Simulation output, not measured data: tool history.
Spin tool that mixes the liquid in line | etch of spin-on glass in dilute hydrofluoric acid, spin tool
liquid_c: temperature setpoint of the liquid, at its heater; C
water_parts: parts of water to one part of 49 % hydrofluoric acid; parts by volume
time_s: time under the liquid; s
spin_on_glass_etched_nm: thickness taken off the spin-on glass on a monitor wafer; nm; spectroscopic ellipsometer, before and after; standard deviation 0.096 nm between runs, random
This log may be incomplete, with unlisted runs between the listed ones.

{"run": 1, "hour": 0.0, "liquid_c": 23.0, "water_parts": 265, "time_s": 70, "spin_on_glass_etched_nm": 6.2907}
{"run": 2, "hour": 2.5, "liquid_c": 23.0, "water_parts": 210, "time_s": 70, "spin_on_glass_etched_nm": 8.2625}
{"run": 3, "hour": 6.6, "liquid_c": 24.0, "water_parts": 190, "time_s": 70, "spin_on_glass_etched_nm": 9.705}
{"run": 4, "hour": 8.0, "liquid_c": 27.0, "water_parts": 190, "time_s": 70, "spin_on_glass_etched_nm": 10.864}
{"run": 5, "hour": 15.8, "liquid_c": 27.5, "water_parts": 180, "time_s": 70, "spin_on_glass_etched_nm": 11.836}
{"run": 6, "hour": 19.8, "liquid_c": 29.0, "water_parts": 180, "time_s": 70, "spin_on_glass_etched_nm": 12.447}
{"run": 7, "hour": 22.0, "liquid_c": 29.5, "water_parts": 170, "time_s": 70, "spin_on_glass_etched_nm": 13.609}
{"run": 8, "hour": 29.9, "liquid_c": 29.5, "water_parts": 160, "time_s": 70, "spin_on_glass_etched_nm": 14.646}

Run 9 has not been measured yet. What should we expect?
{"run": 9, "hour": 33.5, "liquid_c": 29.5, "water_parts": 155, "time_s": 70, "spin_on_glass_etched_nm": "?"}

Run 9 came out at spin_on_glass_etched_nm 15.2050 nm.

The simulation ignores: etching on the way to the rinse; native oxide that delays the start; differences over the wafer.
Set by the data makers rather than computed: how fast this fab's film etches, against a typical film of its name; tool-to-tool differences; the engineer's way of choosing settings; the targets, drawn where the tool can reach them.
